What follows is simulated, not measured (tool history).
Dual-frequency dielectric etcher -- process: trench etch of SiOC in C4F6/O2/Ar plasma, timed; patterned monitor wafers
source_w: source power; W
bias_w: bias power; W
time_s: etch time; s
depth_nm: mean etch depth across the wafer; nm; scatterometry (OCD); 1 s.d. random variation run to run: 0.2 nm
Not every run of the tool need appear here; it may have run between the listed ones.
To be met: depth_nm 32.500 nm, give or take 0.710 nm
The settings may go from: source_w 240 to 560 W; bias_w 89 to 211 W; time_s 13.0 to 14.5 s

run	hour	source_w	bias_w	time_s	depth_nm
1	0.0	400	150	14.5	28.210
2	4.3	400	150	13.0	25.298
3	11.1	440	164	13.0	26.863
4	12.9	440	152	13.0	26.628
5	19.0	470	162	13.5	28.759
6	23.9	490	167	13.5	29.250
7	27.4	510	173	13.5	30.105
8	33.8	520	178	13.5	30.476
9	38.6	530	182	13.5	30.893
10	43.5	540	185	13.5	31.219

Exactly one of the 5 candidate moves below puts every result within its allowed miss. Which one?
A	48.4	450	205	14.5	?
B	48.4	550	187	13.5	?
C	48.4	560	211	14.0	?
D	48.4	540	183	13.0	?
E	48.4	550	185	14.5	?

move	depth_nm
A	32.247
B	31.517
C	34.017
D	29.968
E	33.754
A: every result within its allowed miss
B: an improvement on the last run, though not all results are within tolerance
C: moves the result that the last run missed by most past its target, out the other side
D: further off than the last run
E: moves the result that the last run missed by most past its target, out the other side
The right move is A.
